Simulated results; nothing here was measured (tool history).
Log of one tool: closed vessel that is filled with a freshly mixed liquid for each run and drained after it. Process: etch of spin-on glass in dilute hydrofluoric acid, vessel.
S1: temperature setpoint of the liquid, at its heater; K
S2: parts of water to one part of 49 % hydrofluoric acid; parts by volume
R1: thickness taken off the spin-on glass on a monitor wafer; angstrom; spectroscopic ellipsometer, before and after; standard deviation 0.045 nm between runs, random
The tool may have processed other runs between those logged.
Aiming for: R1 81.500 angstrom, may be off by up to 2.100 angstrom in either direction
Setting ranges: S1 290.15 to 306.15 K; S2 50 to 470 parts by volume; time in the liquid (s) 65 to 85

run 1 hour=0.0 | S1=298.15 S2=260 time_in_the_liquid_(s)=85 | R1=123.820
run 2 hour=2.9 | S1=298.15 S2=260 time_in_the_liquid_(s)=65 | R1=93.815
run 3 hour=5.2 | S1=301.65 S2=260 time_in_the_liquid_(s)=65 | R1=105.250
run 4 hour=8.6 | S1=304.15 S2=260 time_in_the_liquid_(s)=65 | R1=113.680
run 5 hour=16.7 | S1=302.15 S2=265 time_in_the_liquid_(s)=65 | R1=105.490
run 6 hour=20.1 | S1=302.15 S2=300 time_in_the_liquid_(s)=65 | R1=89.002
run 7 hour=28.1 | S1=301.65 S2=300 time_in_the_liquid_(s)=65 | R1=88.178
run 8 hour=30.6 | S1=301.15 S2=300 time_in_the_liquid_(s)=65 | R1=86.358
run 9 hour=33.7 | S1=300.65 S2=300 time_in_the_liquid_(s)=65 | R1=84.727

Below are 4 possible settings for the next run. Only one of them brings all results inside the allowed miss of their targets. Which is it?
run A hour=36.8 | S1=295.65 S2=255 time_in_the_liquid_(s)=65 | R1=?
run B hour=36.8 | S1=300.15 S2=305 time_in_the_liquid_(s)=65 | R1=?
run C hour=36.8 | S1=299.65 S2=300 time_in_the_liquid_(s)=70 | R1=?
run D hour=36.8 | S1=298.65 S2=340 time_in_the_liquid_(s)=85 | R1=?

move=A R1=87.806
move=B R1=81.654
move=C R1=88.368
move=D R1=87.988
A: further off than the last run
B: every result lands within tolerance
C: further off than the last run
D: further off than the last run
Answer: B

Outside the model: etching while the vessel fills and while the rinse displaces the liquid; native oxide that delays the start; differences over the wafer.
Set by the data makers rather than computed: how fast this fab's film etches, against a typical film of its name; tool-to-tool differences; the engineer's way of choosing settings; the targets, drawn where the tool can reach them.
